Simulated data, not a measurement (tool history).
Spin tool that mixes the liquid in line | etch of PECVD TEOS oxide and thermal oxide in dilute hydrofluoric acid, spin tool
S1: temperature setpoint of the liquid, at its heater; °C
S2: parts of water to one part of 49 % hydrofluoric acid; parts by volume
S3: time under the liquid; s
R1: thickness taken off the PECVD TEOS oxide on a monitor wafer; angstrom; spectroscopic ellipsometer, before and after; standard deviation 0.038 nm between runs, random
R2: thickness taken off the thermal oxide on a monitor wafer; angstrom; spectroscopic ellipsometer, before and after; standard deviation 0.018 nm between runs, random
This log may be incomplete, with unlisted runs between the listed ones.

{"run": 1, "hour": 0.0, "S1": 24, "S2": 75, "S3": 60, "R1": 104.08, "R2": 38.842}
{"run": 2, "hour": 3.9, "S1": 22, "S2": 80, "S3": 60, "R1": 89.167, "R2": 33.139}
{"run": 3, "hour": 10.9, "S1": 20.5, "S2": 80, "S3": 60, "R1": 84.412, "R2": 31.749}
{"run": 4, "hour": 14.8, "S1": 19.5, "S2": 80, "S3": 60, "R1": 80.35, "R2": 30.435}
{"run": 5, "hour": 19.4, "S1": 19.5, "S2": 80, "S3": 50, "R1": 67.132, "R2": 25.364}
{"run": 6, "hour": 24.9, "S1": 19.5, "S2": 80, "S3": 60, "R1": 81.138, "R2": 30.306}
{"run": 7, "hour": 33.8, "S1": 19, "S2": 80, "S3": 60, "R1": 79.005, "R2": 29.763}
{"run": 8, "hour": 37.0, "S1": 18.5, "S2": 80, "S3": 60, "R1": 77.399, "R2": 29.192}

Predict the results of run 9:
{"run": 9, "hour": 40.0, "S1": 18, "S2": 80, "S3": 60, "R1": "?", "R2": "?"}

{"run 9": {"R1": 75.107, "R2": 28.523}}
